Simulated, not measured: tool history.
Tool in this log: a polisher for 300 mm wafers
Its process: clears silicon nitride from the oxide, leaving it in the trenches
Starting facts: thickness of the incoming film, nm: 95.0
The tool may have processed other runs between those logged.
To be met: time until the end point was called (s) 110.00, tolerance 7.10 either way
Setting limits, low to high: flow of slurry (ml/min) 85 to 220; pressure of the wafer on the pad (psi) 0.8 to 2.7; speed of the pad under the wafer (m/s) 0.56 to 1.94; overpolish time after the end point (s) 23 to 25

run    day  flow of slurry (ml/min)  pressure of the wafer on the pad (psi)  speed of the pad under the wafer (m/s)  overpolish time after the end point (s)  time until the end point was called (s)
  1  0.000                      140                                     1.7                                    1.24                                       23                                   167.63
  2  0.121                      140                                     1.7                                    1.24                                       23                                   161.06
  3  0.208                      140                                     1.3                                    1.24                                       23                                   205.87
  4  0.483                      140                                     1.4                                    1.26                                       23                                   192.35
  5  0.692                      140                                     1.5                                    1.28                                       23                                   182.11
  6  0.925                      140                                     1.5                                    1.28                                       23                                   183.89
  7  1.046                      140                                     1.6                                    1.30                                       23                                   169.78
  8  1.271                      145                                     2.1                                    1.38                                       23                                   127.86

Which single option among these 4 for the next run brings every result within its allowed miss of target? Just one does.
  A  1.496                      155                                     2.0                                    1.32                                       23                                        ?
  B  1.496                      175                                     1.8                                    1.36                                       24                                        ?
  C  1.496                      145                                     2.2                                    1.30                                       23                                        ?
  D  1.496                      175                                     2.1                                    1.58                                       23                                        ?

move  time until the end point was called (s)
   A                                   134.43
   B                                   140.57
   C                                   126.95
   D                                   108.95
A: misses by more than the last run did
B: misses by more than the last run did
C: gains on the last run, yet a result remains outside its allowed miss
D: each result inside its tolerance
So the answer is move D, the one that meets all the targets.

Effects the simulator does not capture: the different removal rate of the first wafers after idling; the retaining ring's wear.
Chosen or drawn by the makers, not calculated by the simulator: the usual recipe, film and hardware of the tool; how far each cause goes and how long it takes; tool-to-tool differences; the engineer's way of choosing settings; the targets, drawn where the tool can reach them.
